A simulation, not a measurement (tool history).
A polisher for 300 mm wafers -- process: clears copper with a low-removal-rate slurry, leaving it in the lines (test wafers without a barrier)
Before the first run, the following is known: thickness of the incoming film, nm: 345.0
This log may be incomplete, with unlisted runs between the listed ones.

run  hour  flow of slurry (ml/min)  pressure of the wafer on the pad (kPa)  speed of the pad under the wafer (cm/s)  abrasive content of the slurry  overpolish time after the end point (s)  time until the end point was called (s)  dishing of a wide line in a test structure (angstrom)
  1     0                      180                                    21.4                                      110                               1                                       27                                   123.39                                                 445.08
  2   2.8                      175                                    21.4                                      110                               1                                       28                                   122.21                                                 440.04
  3   8.5                      170                                    20.7                                      110                               1                                       29                                   127.23                                                 444.09
  4  14.5                      170                                    20.7                                      130                               1                                       29                                   107.66                                                 496.27
  5  18.9                      170                                    20.7                                      130                               1                                       39                                   108.11                                                 618.47
  6  27.5                      165                                    19.3                                      130                               1                                       37                                   116.88                                                 556.09

The next listed run, before its measurement:
  7  29.4                      160                                    18.6                                      130                               1                                       36                                        ?                                                      ?

Run 7 yielded time until the end point was called (s) 121.58, dishing of a wide line in a test structure (angstrom) 531.35.
